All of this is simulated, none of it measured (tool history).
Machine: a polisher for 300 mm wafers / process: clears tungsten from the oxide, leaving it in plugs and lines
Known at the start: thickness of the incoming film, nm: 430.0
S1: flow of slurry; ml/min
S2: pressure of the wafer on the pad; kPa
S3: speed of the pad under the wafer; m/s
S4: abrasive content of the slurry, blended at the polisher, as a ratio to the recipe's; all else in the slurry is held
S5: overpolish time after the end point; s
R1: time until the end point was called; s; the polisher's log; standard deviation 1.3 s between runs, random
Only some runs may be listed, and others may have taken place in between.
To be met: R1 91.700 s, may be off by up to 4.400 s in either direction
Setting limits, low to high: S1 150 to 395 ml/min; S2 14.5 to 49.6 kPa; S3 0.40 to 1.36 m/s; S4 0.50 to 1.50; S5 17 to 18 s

run 1 day=0.000 | S1=250 S2=31.7 S3=0.88 S4=1.00 S5=17 | R1=69.879
run 2 day=0.238 | S1=250 S2=38.6 S3=0.88 S4=1.00 S5=17 | R1=57.481
run 3 day=0.600 | S1=250 S2=38.6 S3=1.06 S4=1.00 S5=17 | R1=47.762
run 4 day=0.721 | S1=205 S2=38.6 S3=1.06 S4=1.00 S5=17 | R1=48.426
run 5 day=1.012 | S1=205 S2=38.6 S3=1.24 S4=1.00 S5=17 | R1=42.683
run 6 day=1.121 | S1=205 S2=33.8 S3=1.22 S4=1.00 S5=17 | R1=48.963
run 7 day=1.217 | S1=205 S2=29.6 S3=1.20 S4=1.00 S5=17 | R1=56.486
run 8 day=1.267 | S1=205 S2=26.2 S3=1.18 S4=1.00 S5=17 | R1=63.219

Exactly one of the 4 candidate moves below puts every result within its allowed miss. Which one?
run A day=1.317 | S1=325 S2=36.5 S3=1.02 S4=0.95 S5=18 | R1=?
run B day=1.317 | S1=155 S2=20.7 S3=1.22 S4=0.85 S5=18 | R1=?
run C day=1.317 | S1=215 S2=20.0 S3=1.08 S4=1.00 S5=18 | R1=?
run D day=1.317 | S1=195 S2=20.0 S3=0.92 S4=0.80 S5=18 | R1=?

move=A R1=50.867
move=B R1=80.689
move=C R1=88.256
move=D R1=108.260
A: further off than the last run
B: closes in on the targets versus the last run, not all within tolerance yet
C: meets every target
D: moves the result that the last run missed by most past its target, out the other side
The move that meets every target is C.

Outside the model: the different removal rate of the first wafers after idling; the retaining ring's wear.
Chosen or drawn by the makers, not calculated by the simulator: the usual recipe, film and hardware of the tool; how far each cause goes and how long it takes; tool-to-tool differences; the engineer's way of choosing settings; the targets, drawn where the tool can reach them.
